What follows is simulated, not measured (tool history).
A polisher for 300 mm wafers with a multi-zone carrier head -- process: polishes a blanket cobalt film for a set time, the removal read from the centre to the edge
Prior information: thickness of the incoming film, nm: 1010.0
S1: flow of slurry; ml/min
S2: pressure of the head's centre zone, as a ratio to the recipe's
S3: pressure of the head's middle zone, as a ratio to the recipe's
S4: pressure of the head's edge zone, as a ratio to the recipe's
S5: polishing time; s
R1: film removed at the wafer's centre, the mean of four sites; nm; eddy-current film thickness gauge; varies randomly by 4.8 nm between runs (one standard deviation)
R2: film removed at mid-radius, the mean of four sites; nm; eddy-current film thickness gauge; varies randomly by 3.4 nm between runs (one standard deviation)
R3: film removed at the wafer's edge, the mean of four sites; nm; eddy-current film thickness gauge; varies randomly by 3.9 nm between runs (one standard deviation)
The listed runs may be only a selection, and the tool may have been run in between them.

run    day   S1    S2    S3  S4  S5      R1      R2      R3
  1      0  195     1     1   1  62  217.54  250.17  240.21
  2  0.121  205  1.03     1   1  64  233.61   253.6  247.45
  3  0.425  205     1     1   1  64  230.91  251.39  246.06
  4   0.45  205     1  0.96   1  64  229.33  249.16  243.12
  5  0.788  165     1  0.96   1  64  215.81   233.4  239.43
  6  1.079  180  1.03  0.97   1  65  233.19  246.44  249.43
  7  1.292  190  1.06  0.98   1  66   247.2  253.67  250.18

Run 8, settings as shown, results not yet in. Your forecast:
     1.588  -- centre zone pressure recalibrated
  8  1.588  200  1.08  0.99  1.01  67   ?   ?   ?

Run 8 gave R1 274.32 nm, R2 270.06 nm, R3 255.51 nm.
